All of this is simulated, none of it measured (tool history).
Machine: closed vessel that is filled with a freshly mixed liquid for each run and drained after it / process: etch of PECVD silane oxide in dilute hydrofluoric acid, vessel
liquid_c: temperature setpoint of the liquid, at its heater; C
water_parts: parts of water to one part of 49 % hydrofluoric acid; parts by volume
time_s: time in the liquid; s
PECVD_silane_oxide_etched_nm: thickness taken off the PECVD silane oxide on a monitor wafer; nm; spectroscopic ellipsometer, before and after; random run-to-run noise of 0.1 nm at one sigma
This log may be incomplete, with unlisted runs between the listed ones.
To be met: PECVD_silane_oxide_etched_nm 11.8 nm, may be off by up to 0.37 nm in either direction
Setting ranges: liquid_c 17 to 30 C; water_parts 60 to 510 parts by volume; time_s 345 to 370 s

run    day  liquid_c  water_parts  time_s  PECVD_silane_oxide_etched_nm
  1      0        22          285     345                        22.334
  2  0.058      21.5          300     345                        20.546
  3  0.271        21          315     345                        18.874
  4  0.433      20.5          325     345                        17.484
  5  0.579        18          325     345                        16.166
  6  0.712        18          245     345                        23.339
  7  1.033        17          355     345                        13.839
  8  1.304        17          360     345                        13.593
  9  1.496        17          365     345                        13.286

Of the 4 settings listed for the next run, only one would bring every result within its allowed miss of target. Which one?
  A  1.688        17          355     345                             ?
  B  1.688        17          315     355                             ?
  C  1.688      21.5          450     345                             ?
  D  1.688        17          340     370                             ?

move  PECVD_silane_oxide_etched_nm
   A                        13.765
   B                         16.49
   C                        11.768
   D                        15.601
A: the biggest miss grows against the last run
B: the biggest miss grows against the last run
C: each result inside its tolerance
D: the biggest miss grows against the last run
Correct choice: C, which meets every target

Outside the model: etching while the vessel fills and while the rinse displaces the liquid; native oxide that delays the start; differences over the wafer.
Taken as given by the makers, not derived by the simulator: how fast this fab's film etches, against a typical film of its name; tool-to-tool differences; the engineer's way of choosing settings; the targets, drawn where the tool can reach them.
